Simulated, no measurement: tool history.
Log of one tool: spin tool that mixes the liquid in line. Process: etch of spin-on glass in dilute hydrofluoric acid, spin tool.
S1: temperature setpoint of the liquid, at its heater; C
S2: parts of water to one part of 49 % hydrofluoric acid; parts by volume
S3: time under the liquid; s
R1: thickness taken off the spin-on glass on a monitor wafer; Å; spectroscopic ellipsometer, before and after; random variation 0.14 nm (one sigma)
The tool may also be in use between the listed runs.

Run 1, hour 0.0: S1 26.0 C, S2 145 parts by volume, S3 45 s. Result: R1 181.10 Å.
Run 2, hour 4.3: S1 28.0 C, S2 140 parts by volume, S3 45 s. Result: R1 203.07 Å.
Run 3, hour 8.1: S1 29.5 C, S2 135 parts by volume, S3 45 s. Result: R1 227.08 Å.
Run 4, hour 8.9: S1 30.5 C, S2 135 parts by volume, S3 45 s. Result: R1 233.40 Å.
Run 5, hour 10.9: S1 30.5 C, S2 135 parts by volume, S3 50 s. Result: R1 259.37 Å.
Run 6, hour 18.4: S1 30.5 C, S2 175 parts by volume, S3 50 s. Result: R1 190.09 Å.
Run 7, hour 24.0: S1 31.5 C, S2 165 parts by volume, S3 50 s. Result: R1 212.04 Å.
Run 8, hour 32.0: S1 32.0 C, S2 160 parts by volume, S3 50 s. Result: R1 223.86 Å.
Run 9, hour 39.2: S1 32.5 C, S2 155 parts by volume, S3 50 s. Result: R1 236.90 Å.
Run 10, hour 42.2: S1 33.0 C, S2 150 parts by volume, S3 50 s. Result: R1 251.00 Å.

Run 11 comes next. What will it give?
Run 11, hour 48.3: S1 33.5 C, S2 145 parts by volume, S3 50 s. Result: R1 ?.

{"run 11": {"R1": 266.76}}

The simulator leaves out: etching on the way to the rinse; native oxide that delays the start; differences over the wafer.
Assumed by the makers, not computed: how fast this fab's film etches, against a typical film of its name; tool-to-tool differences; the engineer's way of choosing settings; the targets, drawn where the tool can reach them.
